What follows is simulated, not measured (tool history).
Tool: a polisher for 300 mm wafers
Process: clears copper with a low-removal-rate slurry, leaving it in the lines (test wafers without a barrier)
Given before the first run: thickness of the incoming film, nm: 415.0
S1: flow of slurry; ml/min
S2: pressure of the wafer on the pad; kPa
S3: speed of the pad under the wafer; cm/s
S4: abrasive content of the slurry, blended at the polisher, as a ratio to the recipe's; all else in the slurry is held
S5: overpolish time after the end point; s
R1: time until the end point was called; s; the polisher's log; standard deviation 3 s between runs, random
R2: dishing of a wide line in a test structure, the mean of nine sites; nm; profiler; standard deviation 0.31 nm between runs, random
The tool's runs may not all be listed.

| run | hour | S1 | S2 | S3 | S4 | S5 | R1 | R2 |
|---|---|---|---|---|---|---|---|---|
| 1 | 0 | 160 | 20 | 104 | 1 | 11 | 157.03 | 17.833 |
| 2 | 6.3 | 160 | 20 | 104 | 1 | 15 | 159.24 | 21.26 |
| 3 | 11 | 160 | 19.3 | 104 | 1 | 15 | 162.72 | 20.868 |
| 4 | 16.4 | 160 | 18.6 | 104 | 1 | 15 | 170.03 | 20.231 |
| 5 | 24.8 | 190 | 18.6 | 104 | 1 | 15 | 162.26 | 20.98 |
| 6 | 27.4 | 190 | 18.6 | 104 | 0.95 | 15 | 163.25 | 21.431 |
| 7 | 28.7 | 185 | 17.9 | 104 | 0.95 | 15 | 171.7 | 20.69 |
| 8 | 33.7 | 180 | 17.9 | 104 | 0.95 | 15 | 171.85 | 20.483 |

What will run 9 give?
| 9 | 41.4 | 175 | 14.5 | 102 | 0.95 | 14 | ? | ? |

Run 9 gave R1 215.16 s, R2 17.235 nm.
